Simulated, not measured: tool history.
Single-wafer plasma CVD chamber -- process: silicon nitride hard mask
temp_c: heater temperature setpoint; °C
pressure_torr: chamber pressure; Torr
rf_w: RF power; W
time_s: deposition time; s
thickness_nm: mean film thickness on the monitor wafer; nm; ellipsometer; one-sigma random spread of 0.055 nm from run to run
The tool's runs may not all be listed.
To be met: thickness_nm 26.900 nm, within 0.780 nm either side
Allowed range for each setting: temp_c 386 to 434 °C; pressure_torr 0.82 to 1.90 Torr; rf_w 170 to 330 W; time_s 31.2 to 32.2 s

{"run": 1, "hour": 0.0, "temp_c": 410, "pressure_torr": 1.36, "rf_w": 250, "time_s": 31.2, "thickness_nm": 32.266}
{"run": 2, "hour": 7.1, "temp_c": 419, "pressure_torr": 1.36, "rf_w": 250, "time_s": 31.2, "thickness_nm": 32.211}
{"run": 3, "hour": 15.7, "temp_c": 419, "pressure_torr": 1.49, "rf_w": 250, "time_s": 31.2, "thickness_nm": 32.856}
{"run": 4, "hour": 20.5, "temp_c": 419, "pressure_torr": 1.43, "rf_w": 240, "time_s": 31.2, "thickness_nm": 31.975}
{"run": 5, "hour": 21.6, "temp_c": 419, "pressure_torr": 1.36, "rf_w": 230, "time_s": 31.2, "thickness_nm": 30.883}
{"run": 6, "hour": 27.1, "temp_c": 419, "pressure_torr": 1.36, "rf_w": 245, "time_s": 31.2, "thickness_nm": 31.733}
{"run": 7, "hour": 29.1, "temp_c": 419, "pressure_torr": 1.29, "rf_w": 235, "time_s": 31.2, "thickness_nm": 30.714}
{"run": 8, "hour": 37.4, "temp_c": 419, "pressure_torr": 1.24, "rf_w": 225, "time_s": 31.2, "thickness_nm": 29.834}
{"run": 9, "hour": 43.7, "temp_c": 419, "pressure_torr": 1.2, "rf_w": 220, "time_s": 31.2, "thickness_nm": 29.212}
{"run": 10, "hour": 47.1, "temp_c": 419, "pressure_torr": 1.16, "rf_w": 215, "time_s": 31.2, "thickness_nm": 28.607}
{"run": 11, "hour": 51.1, "temp_c": 419, "pressure_torr": 1.13, "rf_w": 210, "time_s": 31.2, "thickness_nm": 28.23}
{"run": 12, "hour": 57.4, "temp_c": 419, "pressure_torr": 1.11, "rf_w": 210, "time_s": 31.2, "thickness_nm": 27.967}

Next run, 5 choices. One meets every target within its allowed miss, the rest don't. Which?
{"run": "A", "hour": 63.7, "temp_c": 410, "pressure_torr": 0.82, "rf_w": 275, "time_s": 32.2, "thickness_nm": "?"}
{"run": "B", "hour": 63.7, "temp_c": 424, "pressure_torr": 1.18, "rf_w": 205, "time_s": 32.2, "thickness_nm": "?"}
{"run": "C", "hour": 63.7, "temp_c": 423, "pressure_torr": 1.21, "rf_w": 195, "time_s": 32.2, "thickness_nm": "?"}
{"run": "D", "hour": 63.7, "temp_c": 415, "pressure_torr": 1.01, "rf_w": 210, "time_s": 31.2, "thickness_nm": "?"}
{"run": "E", "hour": 63.7, "temp_c": 418, "pressure_torr": 1.08, "rf_w": 205, "time_s": 32.2, "thickness_nm": "?"}

move=A thickness_nm=30.009
move=B thickness_nm=28.880
move=C thickness_nm=28.428
move=D thickness_nm=27.176
move=E thickness_nm=28.239
A: its largest miss is bigger than the last run's
B: its largest miss is bigger than the last run's
C: its largest miss is bigger than the last run's
D: hits every target within its allowed miss
E: its largest miss is bigger than the last run's
The right move is D.

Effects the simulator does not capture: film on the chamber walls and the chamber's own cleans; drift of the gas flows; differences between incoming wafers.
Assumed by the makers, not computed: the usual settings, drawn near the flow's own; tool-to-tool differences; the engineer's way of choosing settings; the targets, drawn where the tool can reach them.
